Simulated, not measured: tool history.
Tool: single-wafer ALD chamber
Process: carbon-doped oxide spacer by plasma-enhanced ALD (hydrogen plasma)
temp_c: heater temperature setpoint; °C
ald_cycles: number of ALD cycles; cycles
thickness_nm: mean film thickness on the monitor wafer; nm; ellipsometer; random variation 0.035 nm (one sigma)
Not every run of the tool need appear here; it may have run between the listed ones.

| run | day | temp_c | ald_cycles | thickness_nm |
|---|---|---|---|---|
| 1 | 0.000 | 425 | 267 | 12.575 |
| 2 | 0.096 | 426 | 260 | 12.215 |
| 3 | 0.171 | 421 | 260 | 12.460 |
| 4 | 0.342 | 423 | 254 | 12.051 |
| 5 | 0.646 | 425 | 250 | 11.821 |
| 6 | 0.996 | 419 | 250 | 11.979 |

What will run 7 give?
| 7 | 1.296 | 420 | 245 | ? |

thickness_nm: 11.727 nm
